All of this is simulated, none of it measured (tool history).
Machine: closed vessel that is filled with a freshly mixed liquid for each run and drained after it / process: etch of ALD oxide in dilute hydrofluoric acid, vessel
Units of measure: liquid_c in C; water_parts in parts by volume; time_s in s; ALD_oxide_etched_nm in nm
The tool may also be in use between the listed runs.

| run | hour | liquid_c | water_parts | time_s | ALD_oxide_etched_nm |
|---|---|---|---|---|---|
| 1 | 0 | 22 | 65 | 30 | 10.302 |
| 2 | 8.3 | 23.5 | 60 | 30 | 11.832 |
| 3 | 10.3 | 24.5 | 55 | 30 | 13.59 |
| 4 | 18.1 | 25.5 | 55 | 30 | 14.134 |
| 5 | 20.3 | 28 | 55 | 30 | 15.676 |
| 6 | 26.8 | 25.5 | 55 | 30 | 14.152 |
| 7 | 35.5 | 26 | 55 | 30 | 14.373 |
| 8 | 41.5 | 26.5 | 55 | 30 | 14.642 |
| 9 | 49.8 | 27 | 55 | 30 | 14.83 |
| 10 | 53.2 | 27.5 | 55 | 30 | 15.213 |
| 11 | 59.4 | 28 | 55 | 30 | 15.527 |
| 12 | 63.7 | 28.5 | 55 | 30 | 16.136 |

Run 13, settings as shown, results not yet in. Your forecast:
| 13 | 69 | 29 | 55 | 30 | ? |

Run 13 produced ALD_oxide_etched_nm 16.242 nm.

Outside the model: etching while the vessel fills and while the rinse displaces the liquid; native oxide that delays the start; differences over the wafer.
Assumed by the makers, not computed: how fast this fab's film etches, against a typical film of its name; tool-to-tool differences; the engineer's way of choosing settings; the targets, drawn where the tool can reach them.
